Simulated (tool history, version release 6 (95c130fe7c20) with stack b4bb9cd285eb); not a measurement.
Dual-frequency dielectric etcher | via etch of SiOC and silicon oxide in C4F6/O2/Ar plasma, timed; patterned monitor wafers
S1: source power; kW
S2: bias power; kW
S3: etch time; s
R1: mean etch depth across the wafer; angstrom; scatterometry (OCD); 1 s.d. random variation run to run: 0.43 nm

run  hour     S1     S2    S3      R1
  1   0.0  0.450  0.220  71.5  904.66
  2   1.1  0.490  0.220  71.5  932.94
  3   4.9  0.490  0.238  71.5  958.19
  4   9.6  0.450  0.232  71.5  919.47
  5  12.5  0.380  0.232  71.5  877.85
  6  18.1  0.360  0.229  71.5  854.80
  7  20.1  0.350  0.227  71.5  848.99

Predict the results of run 8:
  8  27.2  0.340  0.225  71.5   ?

{"run 8": {"R1": 838.13}}
